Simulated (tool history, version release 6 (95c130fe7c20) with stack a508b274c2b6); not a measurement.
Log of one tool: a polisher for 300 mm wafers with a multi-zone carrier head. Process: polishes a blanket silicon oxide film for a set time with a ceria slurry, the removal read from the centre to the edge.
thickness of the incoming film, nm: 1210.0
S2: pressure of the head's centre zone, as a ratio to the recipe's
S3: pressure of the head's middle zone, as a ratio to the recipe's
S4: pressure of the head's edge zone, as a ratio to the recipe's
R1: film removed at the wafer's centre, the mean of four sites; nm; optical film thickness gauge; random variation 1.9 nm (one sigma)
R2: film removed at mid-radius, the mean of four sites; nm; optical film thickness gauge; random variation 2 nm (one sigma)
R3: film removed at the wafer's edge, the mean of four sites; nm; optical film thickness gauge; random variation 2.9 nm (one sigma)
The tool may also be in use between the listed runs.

{"run": 1, "hour": 0.0, "flow of slurry (ml/min)": 260, "S2": 1, "S3": 1, "S4": 1, "polishing time (s)": 83, "R1": 314.98, "R2": 343.81, "R3": 335.93}
{"run": 2, "hour": 7.7, "flow of slurry (ml/min)": 260, "S2": 0.95, "S3": 1, "S4": 1, "polishing time (s)": 83, "R1": 296.99, "R2": 335.03, "R3": 341.89}
{"run": 3, "hour": 9.8, "flow of slurry (ml/min)": 260, "S2": 0.95, "S3": 1, "S4": 1, "polishing time (s)": 98, "R1": 356.13, "R2": 404.28, "R3": 402.63}
{"run": 4, "hour": 16.7, "flow of slurry (ml/min)": 260, "S2": 0.95, "S3": 1, "S4": 1, "polishing time (s)": 108, "R1": 389.78, "R2": 440.02, "R3": 454.1}
{"run": 5, "hour": 21.1, "flow of slurry (ml/min)": 260, "S2": 0.95, "S3": 1.04, "S4": 1, "polishing time (s)": 108, "R1": 391.59, "R2": 455.77, "R3": 447.9}
{"run": 6, "hour": 21.9, "flow of slurry (ml/min)": 260, "S2": 1.03, "S3": 1.04, "S4": 1, "polishing time (s)": 108, "R1": 419.51, "R2": 463.87, "R3": 438.17}
{"run": 7, "hour": 29.5, "flow of slurry (ml/min)": 255, "S2": 1.05, "S3": 0.98, "S4": 0.98, "polishing time (s)": 91, "R1": 357.56, "R2": 361.72, "R3": 368.78}
{"hour": 35.2, "done": "centre zone pressure recalibrated"}
{"run": 8, "hour": 35.2, "flow of slurry (ml/min)": 265, "S2": 1.07, "S3": 0.96, "S4": 0.96, "polishing time (s)": 78, "R1": 353.05, "R2": 311.98, "R3": 316.67}
{"run": 9, "hour": 39.1, "flow of slurry (ml/min)": 260, "S2": 1.03, "S3": 0.94, "S4": 0.94, "polishing time (s)": 69, "R1": 300.32, "R2": 271.95, "R3": 271.45}
{"run": 10, "hour": 47.9, "flow of slurry (ml/min)": 240, "S2": 1, "S3": 0.91, "S4": 0.92, "polishing time (s)": 67, "R1": 278.76, "R2": 258.41, "R3": 261.43}
{"run": 11, "hour": 49.3, "flow of slurry (ml/min)": 230, "S2": 0.99, "S3": 0.81, "S4": 0.88, "polishing time (s)": 53, "R1": 220.83, "R2": 186.15, "R3": 203.47}
{"run": 12, "hour": 54.3, "flow of slurry (ml/min)": 250, "S2": 0.99, "S3": 0.83, "S4": 0.9, "polishing time (s)": 53, "R1": 218.47, "R2": 189.98, "R3": 207.25}
{"run": 13, "hour": 63.3, "flow of slurry (ml/min)": 255, "S2": 1, "S3": 0.85, "S4": 0.92, "polishing time (s)": 53, "R1": 220.3, "R2": 189.9, "R3": 207.35}
{"run": 14, "hour": 65.3, "flow of slurry (ml/min)": 255, "S2": 1.01, "S3": 0.86, "S4": 0.93, "polishing time (s)": 54, "R1": 227.86, "R2": 196.71, "R3": 214.72}

Run 15 comes next. What will it give?
{"run": 15, "hour": 74.1, "flow of slurry (ml/min)": 255, "S2": 1.01, "S3": 0.87, "S4": 0.94, "polishing time (s)": 54, "R1": "?", "R2": "?", "R3": "?"}

{"run 15": {"R1": 226.85, "R2": 196.03, "R3": 215.45}}

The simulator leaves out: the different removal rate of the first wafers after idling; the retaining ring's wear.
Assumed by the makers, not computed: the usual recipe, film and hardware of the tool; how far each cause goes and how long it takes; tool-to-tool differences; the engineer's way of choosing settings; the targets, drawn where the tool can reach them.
